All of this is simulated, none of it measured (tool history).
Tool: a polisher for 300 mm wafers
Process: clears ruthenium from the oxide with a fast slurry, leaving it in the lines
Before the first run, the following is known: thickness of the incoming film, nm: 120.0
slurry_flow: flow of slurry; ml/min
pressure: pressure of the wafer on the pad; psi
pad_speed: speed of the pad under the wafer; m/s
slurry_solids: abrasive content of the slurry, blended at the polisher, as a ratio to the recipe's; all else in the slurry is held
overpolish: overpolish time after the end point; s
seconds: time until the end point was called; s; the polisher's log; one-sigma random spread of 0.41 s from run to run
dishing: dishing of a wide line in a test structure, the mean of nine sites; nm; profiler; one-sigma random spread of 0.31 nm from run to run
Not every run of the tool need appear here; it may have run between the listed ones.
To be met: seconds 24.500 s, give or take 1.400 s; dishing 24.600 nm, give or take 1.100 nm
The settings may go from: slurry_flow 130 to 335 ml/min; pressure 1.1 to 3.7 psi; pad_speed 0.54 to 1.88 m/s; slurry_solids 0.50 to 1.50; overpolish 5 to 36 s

| run | day | slurry_flow | pressure | pad_speed | slurry_solids | overpolish | seconds | dishing |
|---|---|---|---|---|---|---|---|---|
| 1 | 0.000 | 215 | 2.4 | 1.20 | 1.00 | 18 | 34.184 | 26.093 |
| 2 | 0.267 | 215 | 2.4 | 1.20 | 0.80 | 18 | 40.177 | 24.866 |
| 3 | 0.462 | 215 | 2.7 | 1.22 | 0.80 | 15 | 36.906 | 24.138 |
| 4 | 0.542 | 215 | 3.0 | 1.28 | 0.80 | 13 | 30.839 | 23.504 |
| 5 | 0.683 | 215 | 3.0 | 1.28 | 0.95 | 13 | 27.726 | 25.446 |
| 6 | 0.962 | 215 | 2.8 | 1.28 | 0.95 | 13 | 29.567 | 24.929 |
| 7 | 1.108 | 215 | 3.0 | 1.28 | 0.95 | 12 | 27.849 | 23.999 |
| 8 | 1.250 | 215 | 3.1 | 1.28 | 0.95 | 12 | 26.476 | 24.073 |

Exercise: of the 4 proposed moves below, exactly one satisfies all targets within the stated allowed misses. Which move is it?
| A | 1.392 | 175 | 3.4 | 1.56 | 1.00 | 14 | ? | ? |
| B | 1.392 | 210 | 3.2 | 1.48 | 0.85 | 16 | ? | ? |
| C | 1.392 | 225 | 3.5 | 1.48 | 0.90 | 13 | ? | ? |
| D | 1.392 | 165 | 3.0 | 1.34 | 1.20 | 11 | ? | ? |

| move | seconds | dishing |
|---|---|---|
| A | 20.323 | 28.736 |
| B | 24.474 | 28.331 |
| C | 21.509 | 27.676 |
| D | 23.946 | 25.001 |
A: takes the result that was furthest off past its target
B: meets the target for the result that was furthest off, but another lies outside its allowed miss
C: takes the result that was furthest off past its target
D: all results land within tolerance of their targets
Answer: D
